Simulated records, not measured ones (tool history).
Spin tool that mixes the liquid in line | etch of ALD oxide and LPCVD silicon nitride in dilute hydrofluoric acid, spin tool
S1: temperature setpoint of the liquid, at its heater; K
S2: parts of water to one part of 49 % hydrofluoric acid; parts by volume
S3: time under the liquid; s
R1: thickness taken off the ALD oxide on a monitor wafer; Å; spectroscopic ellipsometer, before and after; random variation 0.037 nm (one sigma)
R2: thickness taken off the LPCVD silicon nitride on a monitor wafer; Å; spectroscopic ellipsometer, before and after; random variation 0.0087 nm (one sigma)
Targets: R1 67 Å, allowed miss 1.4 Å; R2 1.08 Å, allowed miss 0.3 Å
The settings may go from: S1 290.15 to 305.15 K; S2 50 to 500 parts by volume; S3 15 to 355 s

| run | day | S1 | S2 | S3 | R1 | R2 |
|---|---|---|---|---|---|---|
| 1 | 0 | 297.15 | 275 | 180 | 196.86 | 3.514 |
| 2 | 0.275 | 300.15 | 275 | 180 | 219.93 | 3.3867 |
| 3 | 0.304 | 298.65 | 325 | 180 | 165.68 | 3.1086 |
| 4 | 0.404 | 296.15 | 325 | 180 | 152.73 | 2.3801 |
| 5 | 0.488 | 295.15 | 360 | 180 | 130.68 | 2.0073 |
| 6 | 0.683 | 297.65 | 360 | 180 | 140.67 | 2.522 |
| 7 | 0.946 | 295.65 | 390 | 180 | 119.54 | 1.8099 |
| 8 | 1.167 | 295.15 | 415 | 175 | 104.85 | 1.651 |
| 9 | 1.208 | 295.15 | 415 | 175 | 103.89 | 1.7471 |
| 10 | 1.254 | 294.15 | 435 | 175 | 94.597 | 1.5815 |
| 11 | 1.521 | 293.15 | 450 | 175 | 86.295 | 1.2527 |
| 12 | 1.808 | 293.15 | 460 | 175 | 84.349 | 1.297 |
| 13 | 1.904 | 292.65 | 470 | 175 | 81.287 | 1.0884 |
| 14 | 2.192 | 293.15 | 475 | 170 | 79.18 | 1.4255 |
| 15 | 2.279 | 292.65 | 480 | 170 | 76.999 | 1.2968 |
| 16 | 2.417 | 292.15 | 485 | 170 | 74.344 | 0.93666 |
| 17 | 2.517 | 292.65 | 490 | 165 | 72.059 | 1.1332 |
| 18 | 2.638 | 292.65 | 495 | 160 | 69.364 | 1.1287 |

Which of these 4 next moves meets every target?
| A | 2.758 | 297.15 | 455 | 115 | ? | ? |
| B | 2.758 | 303.15 | 475 | 110 | ? | ? |
| C | 2.758 | 295.15 | 495 | 160 | ? | ? |
| D | 2.758 | 292.15 | 500 | 160 | ? | ? |

| move | R1 | R2 |
|---|---|---|
| A | 64.915 | 1.1101 |
| B | 70.129 | 1.4243 |
| C | 75.314 | 1.2646 |
| D | 67.29 | 1.0466 |
A: takes the result that was furthest off past its target
B: further off than the last run
C: further off than the last run
D: meets every target
The right move is D.
